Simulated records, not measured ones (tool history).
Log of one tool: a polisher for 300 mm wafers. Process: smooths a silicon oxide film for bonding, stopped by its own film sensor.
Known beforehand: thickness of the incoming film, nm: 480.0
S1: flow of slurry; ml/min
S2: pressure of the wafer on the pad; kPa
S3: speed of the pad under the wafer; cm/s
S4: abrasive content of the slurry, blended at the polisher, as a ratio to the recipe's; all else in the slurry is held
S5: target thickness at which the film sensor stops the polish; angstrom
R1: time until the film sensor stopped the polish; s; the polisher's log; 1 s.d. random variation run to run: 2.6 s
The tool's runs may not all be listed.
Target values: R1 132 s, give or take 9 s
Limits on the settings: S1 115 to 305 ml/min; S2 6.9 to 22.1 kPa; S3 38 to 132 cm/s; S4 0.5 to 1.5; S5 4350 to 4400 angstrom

run	hour	S1	S2	S3	S4	S5	R1
1	0	195	14.5	84	1	4350	66.198
2	7.2	240	14.5	84	1	4350	64.367
3	15.4	240	14.5	70	1	4350	74.727
4	21.1	240	16.5	70	1	4350	66.255
5	22.1	205	16.5	70	1	4350	67.503
6	27.8	205	16.5	50	1	4350	87.029
7	31.5	205	15.2	48	1	4350	98.875
8	36.5	205	14.5	48	1	4350	99.608
9	37.6	205	13.8	46	1	4350	113.71
10	40.4	205	13.1	46	1	4350	117.08
11	46.6	205	12.4	46	1	4350	120.92

Of the 4 settings listed for the next run, only one would bring every result within its allowed miss of target. Which one?
A	52.8	195	11	44	1	4380	?
B	52.8	190	15.2	42	0.95	4350	?
C	52.8	140	12.4	50	0.95	4400	?
D	52.8	230	12.4	52	1	4370	?

move	R1
A	132.5
B	111.74
C	109.4
D	104.11
A: in spec on every target
B: its largest miss is bigger than the last run's
C: its largest miss is bigger than the last run's
D: its largest miss is bigger than the last run's
Answer: A
